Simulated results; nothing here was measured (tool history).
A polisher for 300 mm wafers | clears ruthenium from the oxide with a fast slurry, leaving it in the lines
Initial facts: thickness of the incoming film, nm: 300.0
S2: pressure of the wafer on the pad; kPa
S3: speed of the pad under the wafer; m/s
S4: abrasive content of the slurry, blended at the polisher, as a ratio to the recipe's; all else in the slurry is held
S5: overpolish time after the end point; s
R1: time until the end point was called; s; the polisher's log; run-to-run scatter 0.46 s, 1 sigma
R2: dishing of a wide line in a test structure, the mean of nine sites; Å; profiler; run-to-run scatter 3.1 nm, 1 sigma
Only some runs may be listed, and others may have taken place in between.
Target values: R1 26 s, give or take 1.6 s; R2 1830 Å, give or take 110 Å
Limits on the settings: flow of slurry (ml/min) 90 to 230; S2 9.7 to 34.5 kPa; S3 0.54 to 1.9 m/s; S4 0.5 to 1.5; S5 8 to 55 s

{"run": 1, "hour": 0.0, "flow of slurry (ml/min)": 150, "S2": 22.1, "S3": 1.22, "S4": 1, "S5": 28, "R1": 47.523, "R2": 1086.6}
{"run": 2, "hour": 8.7, "flow of slurry (ml/min)": 150, "S2": 25.5, "S3": 1.24, "S4": 1, "S5": 29, "R1": 42.048, "R2": 1248.1}
{"run": 3, "hour": 16.7, "flow of slurry (ml/min)": 150, "S2": 25.5, "S3": 1.24, "S4": 0.95, "S5": 29, "R1": 42.081, "R2": 1212.5}
{"run": 4, "hour": 20.2, "flow of slurry (ml/min)": 150, "S2": 25.5, "S3": 1.38, "S4": 0.95, "S5": 29, "R1": 39.697, "R2": 1252.4}
{"run": 5, "hour": 21.8, "flow of slurry (ml/min)": 180, "S2": 25.5, "S3": 1.38, "S4": 0.95, "S5": 29, "R1": 38.192, "R2": 1328}
{"run": 6, "hour": 23.4, "flow of slurry (ml/min)": 180, "S2": 25.5, "S3": 1.38, "S4": 0.95, "S5": 20, "R1": 36.926, "R2": 997.53}
{"run": 7, "hour": 28.3, "flow of slurry (ml/min)": 180, "S2": 26.9, "S3": 1.44, "S4": 1, "S5": 23, "R1": 33.928, "R2": 1233}
{"run": 8, "hour": 35.0, "flow of slurry (ml/min)": 180, "S2": 26.9, "S3": 1.44, "S4": 1, "S5": 23, "R1": 34.739, "R2": 1199.4}
{"run": 9, "hour": 36.0, "flow of slurry (ml/min)": 180, "S2": 28.3, "S3": 1.48, "S4": 1.05, "S5": 24, "R1": 30.615, "R2": 1304.6}

Exercise: of the 4 proposed moves below, exactly one satisfies all targets within the stated allowed misses. Which move is it?
{"run": "A", "hour": 37.0, "flow of slurry (ml/min)": 210, "S2": 19.3, "S3": 1.78, "S4": 1.05, "S5": 15, "R1": "?", "R2": "?"}
{"run": "B", "hour": 37.0, "flow of slurry (ml/min)": 180, "S2": 26.9, "S3": 1.38, "S4": 0.95, "S5": 50, "R1": "?", "R2": "?"}
{"run": "C", "hour": 37.0, "flow of slurry (ml/min)": 180, "S2": 29, "S3": 1.4, "S4": 1.1, "S5": 20, "R1": "?", "R2": "?"}
{"run": "D", "hour": 37.0, "flow of slurry (ml/min)": 185, "S2": 32.4, "S3": 1.54, "S4": 1.1, "S5": 37, "R1": "?", "R2": "?"}

move=A R1=37.516 R2=821.3
move=B R1=35.641 R2=1764.5
move=C R1=30.797 R2=1168.4
move=D R1=25.456 R2=1788.6
A: moves away from the targets compared with the last run
B: gets the furthest-off result to its target, but another result is out of tolerance
C: moves away from the targets compared with the last run
D: every result within its allowed miss
Correct choice: D, which meets every target

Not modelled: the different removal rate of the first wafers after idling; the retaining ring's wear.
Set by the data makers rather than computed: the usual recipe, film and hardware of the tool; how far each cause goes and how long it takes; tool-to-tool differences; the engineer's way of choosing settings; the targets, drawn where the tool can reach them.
